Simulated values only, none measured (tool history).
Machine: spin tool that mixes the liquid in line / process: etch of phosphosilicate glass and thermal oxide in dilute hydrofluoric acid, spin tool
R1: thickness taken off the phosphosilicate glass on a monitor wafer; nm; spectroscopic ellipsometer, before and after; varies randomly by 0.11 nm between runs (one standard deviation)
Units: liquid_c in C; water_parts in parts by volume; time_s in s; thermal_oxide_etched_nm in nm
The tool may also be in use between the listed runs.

Run 1, hour 0.0: liquid_c 21.0 C, water_parts 235 parts by volume, time_s 30 s. Result: R1 13.434 nm, thermal_oxide_etched_nm 0.43546 nm.
Run 2, hour 0.6: liquid_c 17.5 C, water_parts 235 parts by volume, time_s 30 s. Result: R1 11.627 nm, thermal_oxide_etched_nm 0.36561 nm.
Run 3, hour 9.1: liquid_c 21.0 C, water_parts 230 parts by volume, time_s 30 s. Result: R1 13.748 nm, thermal_oxide_etched_nm 0.42990 nm.
Run 4, hour 9.9: liquid_c 21.0 C, water_parts 170 parts by volume, time_s 30 s. Result: R1 19.690 nm, thermal_oxide_etched_nm 0.63120 nm.
Run 5, hour 14.0: liquid_c 21.0 C, water_parts 170 parts by volume, time_s 40 s. Result: R1 26.286 nm, thermal_oxide_etched_nm 0.84858 nm.
Run 6, hour 18.4: liquid_c 19.5 C, water_parts 180 parts by volume, time_s 40 s. Result: R1 23.131 nm, thermal_oxide_etched_nm 0.71479 nm.

Forecast run 7:
Run 7, hour 22.2: liquid_c 19.0 C, water_parts 185 parts by volume, time_s 40 s. Result: R1 ?, thermal_oxide_etched_nm ?.

{"run 7": {"R1": 22.021, "thermal_oxide_etched_nm": 0.72472}}

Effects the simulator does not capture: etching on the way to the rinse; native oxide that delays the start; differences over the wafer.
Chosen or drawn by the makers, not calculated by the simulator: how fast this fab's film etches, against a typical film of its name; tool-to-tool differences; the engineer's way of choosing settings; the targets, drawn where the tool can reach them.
